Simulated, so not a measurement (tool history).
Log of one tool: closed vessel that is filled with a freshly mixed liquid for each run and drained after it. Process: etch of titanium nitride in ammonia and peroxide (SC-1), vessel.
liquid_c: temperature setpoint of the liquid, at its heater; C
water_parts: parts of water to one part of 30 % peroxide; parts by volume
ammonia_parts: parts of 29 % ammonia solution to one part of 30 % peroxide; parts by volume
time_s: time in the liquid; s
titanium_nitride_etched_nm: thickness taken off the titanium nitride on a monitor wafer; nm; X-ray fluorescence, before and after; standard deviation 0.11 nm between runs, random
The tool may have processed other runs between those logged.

| run | hour | liquid_c | water_parts | ammonia_parts | time_s | titanium_nitride_etched_nm |
|---|---|---|---|---|---|---|
| 1 | 0.0 | 62.0 | 6.5 | 0.50 | 100 | 10.012 |
| 2 | 8.2 | 63.0 | 6.5 | 0.50 | 100 | 10.623 |
| 3 | 10.7 | 63.0 | 6.5 | 0.65 | 100 | 11.061 |
| 4 | 13.0 | 64.0 | 6.5 | 0.65 | 100 | 11.834 |
| 5 | 19.1 | 64.0 | 6.5 | 0.55 | 100 | 11.540 |
| 6 | 21.2 | 64.0 | 8.0 | 0.55 | 100 | 10.412 |

Run 7 comes next. What will it give?
| 7 | 24.1 | 64.5 | 8.0 | 0.55 | 100 | ? |

{"run 7": {"titanium_nitride_etched_nm": 10.825}}
